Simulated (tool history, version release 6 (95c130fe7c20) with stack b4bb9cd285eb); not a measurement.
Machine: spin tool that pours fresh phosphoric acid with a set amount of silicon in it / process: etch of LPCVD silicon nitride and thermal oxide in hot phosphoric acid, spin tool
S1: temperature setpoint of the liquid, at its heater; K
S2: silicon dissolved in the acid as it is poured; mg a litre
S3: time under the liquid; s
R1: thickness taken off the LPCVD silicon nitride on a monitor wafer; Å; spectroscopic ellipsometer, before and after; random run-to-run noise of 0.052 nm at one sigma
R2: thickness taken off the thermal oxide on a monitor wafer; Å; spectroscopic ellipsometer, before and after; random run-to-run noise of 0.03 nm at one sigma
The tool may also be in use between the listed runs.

Run 1, hour 0: S1 435.15 K, S2 9.5 mg a litre, S3 80 s. Result: R1 70.596 Å, R2 1.505 Å.
Run 2, hour 8.8: S1 435.15 K, S2 14.5 mg a litre, S3 80 s. Result: R1 70.349 Å, R2 1.7361 Å.
Run 3, hour 16.3: S1 435.65 K, S2 13.5 mg a litre, S3 80 s. Result: R1 71.794 Å, R2 1.8395 Å.
Run 4, hour 19.5: S1 437.65 K, S2 13.5 mg a litre, S3 80 s. Result: R1 76.462 Å, R2 1.8168 Å.
Run 5, hour 27.5: S1 437.65 K, S2 13.5 mg a litre, S3 110 s. Result: R1 106.04 Å, R2 2.3391 Å.
Run 6, hour 35.4: S1 439.15 K, S2 13.5 mg a litre, S3 110 s. Result: R1 110.9 Å, R2 3.3321 Å.
Run 7, hour 37.4: S1 438.65 K, S2 13.5 mg a litre, S3 110 s. Result: R1 109.17 Å, R2 3.1344 Å.
Run 8, hour 42.1: S1 438.15 K, S2 13.5 mg a litre, S3 110 s. Result: R1 107.93 Å, R2 2.2116 Å.
Run 9, hour 44: S1 437.65 K, S2 13 mg a litre, S3 105 s. Result: R1 101.57 Å, R2 2.3498 Å.
Run 10, hour 47.1: S1 437.15 K, S2 13.5 mg a litre, S3 105 s. Result: R1 99.516 Å, R2 2.2571 Å.

Expected results for the next run?
Run 11, hour 48.4: S1 436.65 K, S2 14.5 mg a litre, S3 105 s. Result: R1 ?, R2 ?.

{"run 11": {"R1": 97.74, "R2": 2.3994}}
